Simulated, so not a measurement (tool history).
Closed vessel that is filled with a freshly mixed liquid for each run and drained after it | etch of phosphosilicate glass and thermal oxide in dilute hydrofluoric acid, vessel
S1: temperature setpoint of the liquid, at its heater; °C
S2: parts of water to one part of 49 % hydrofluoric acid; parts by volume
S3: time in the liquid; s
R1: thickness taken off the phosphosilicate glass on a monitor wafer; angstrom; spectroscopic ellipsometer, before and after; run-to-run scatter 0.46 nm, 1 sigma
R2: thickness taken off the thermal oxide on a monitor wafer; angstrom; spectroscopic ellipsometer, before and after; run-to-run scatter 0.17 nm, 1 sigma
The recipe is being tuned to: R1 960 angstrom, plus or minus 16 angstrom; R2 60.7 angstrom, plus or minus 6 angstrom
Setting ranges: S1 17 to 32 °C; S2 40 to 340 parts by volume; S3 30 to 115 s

| run | hour | S1 | S2 | S3 | R1 | R2 |
|---|---|---|---|---|---|---|
| 1 | 0 | 24 | 190 | 60 | 180.87 | 11.71 |
| 2 | 3.3 | 22.5 | 190 | 60 | 171.25 | 10.707 |
| 3 | 4.3 | 23.5 | 165 | 65 | 227.04 | 14.178 |
| 4 | 13.3 | 23.5 | 165 | 55 | 193.06 | 12.204 |
| 5 | 21.7 | 25 | 145 | 60 | 258.48 | 15.982 |
| 6 | 23.3 | 25 | 145 | 85 | 368.07 | 24.331 |
| 7 | 28.4 | 26 | 130 | 85 | 432.48 | 26.888 |
| 8 | 30.4 | 30 | 55 | 85 | 1325.1 | 85.546 |
| 9 | 34 | 29.5 | 55 | 85 | 1297.8 | 80.067 |
| 10 | 39.4 | 29 | 55 | 85 | 1269.4 | 77.549 |
| 11 | 41.9 | 28.5 | 55 | 85 | 1248 | 78.242 |
| 12 | 49.3 | 27.5 | 55 | 85 | 1195.4 | 75.678 |
| 13 | 50.2 | 26.5 | 55 | 85 | 1141.3 | 70.126 |

4 candidate next runs follow, results not yet known. Just one meets every target within its allowed miss. Identify it.
| A | 51.1 | 28.5 | 60 | 95 | ? | ? |
| B | 51.1 | 32 | 85 | 85 | ? | ? |
| C | 51.1 | 29 | 60 | 95 | ? | ? |
| D | 51.1 | 25 | 65 | 90 | ? | ? |

| move | R1 | R2 |
|---|---|---|
| A | 1260.7 | 79.357 |
| B | 877.33 | 55.223 |
| C | 1285.7 | 80.93 |
| D | 952.35 | 59.946 |
A: misses by more than the last run did
B: moves the result that the last run missed by most past its target, out the other side
C: misses by more than the last run did
D: in spec on every target
Correct choice: D, which meets every target
